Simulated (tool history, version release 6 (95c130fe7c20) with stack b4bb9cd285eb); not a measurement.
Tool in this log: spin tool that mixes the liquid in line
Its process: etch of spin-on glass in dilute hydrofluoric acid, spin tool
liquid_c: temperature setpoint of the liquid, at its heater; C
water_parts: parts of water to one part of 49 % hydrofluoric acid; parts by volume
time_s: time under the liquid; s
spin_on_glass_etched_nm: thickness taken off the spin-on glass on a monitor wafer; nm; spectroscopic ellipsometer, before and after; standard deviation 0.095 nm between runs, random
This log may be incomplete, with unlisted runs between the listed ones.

run 1 hour=0.0 | liquid_c=21.0 water_parts=190 time_s=145 | spin_on_glass_etched_nm=18.072
run 2 hour=8.4 | liquid_c=18.0 water_parts=190 time_s=145 | spin_on_glass_etched_nm=16.026
run 3 hour=16.1 | liquid_c=20.5 water_parts=190 time_s=145 | spin_on_glass_etched_nm=17.591
run 4 hour=21.8 | liquid_c=17.0 water_parts=190 time_s=145 | spin_on_glass_etched_nm=15.417
run 5 hour=22.6 | liquid_c=17.0 water_parts=190 time_s=155 | spin_on_glass_etched_nm=16.501
run 6 hour=26.9 | liquid_c=19.0 water_parts=190 time_s=155 | spin_on_glass_etched_nm=17.862
run 7 hour=35.8 | liquid_c=23.0 water_parts=185 time_s=155 | spin_on_glass_etched_nm=21.460

The next listed run, before its measurement:
run 8 hour=41.8 | liquid_c=24.0 water_parts=185 time_s=155 | spin_on_glass_etched_nm=?

spin_on_glass_etched_nm: 22.289 nm
